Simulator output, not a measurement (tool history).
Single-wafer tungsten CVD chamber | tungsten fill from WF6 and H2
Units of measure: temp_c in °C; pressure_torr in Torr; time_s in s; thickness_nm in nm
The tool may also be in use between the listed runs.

| run | day | temp_c | pressure_torr | time_s | thickness_nm |
|---|---|---|---|---|---|
| 1 | 0.000 | 370 | 42.0 | 10.7 | 19.388 |
| 2 | 0.142 | 370 | 36.4 | 10.7 | 18.439 |
| 3 | 0.358 | 374 | 36.4 | 10.7 | 20.225 |
| 4 | 0.575 | 367 | 36.4 | 10.7 | 17.355 |
| 5 | 0.708 | 368 | 36.4 | 10.7 | 17.743 |
| 6 | 1.062 | 369 | 36.4 | 10.7 | 18.108 |
|  | 1.083 | thermocouple changed; heater temperature recalibrated |
| 7 | 1.083 | 370 | 36.4 | 10.7 | 17.445 |

Expected results for the next run?
| 8 | 1.188 | 382 | 37.0 | 10.7 | ? |

thickness_nm: 22.344 nm

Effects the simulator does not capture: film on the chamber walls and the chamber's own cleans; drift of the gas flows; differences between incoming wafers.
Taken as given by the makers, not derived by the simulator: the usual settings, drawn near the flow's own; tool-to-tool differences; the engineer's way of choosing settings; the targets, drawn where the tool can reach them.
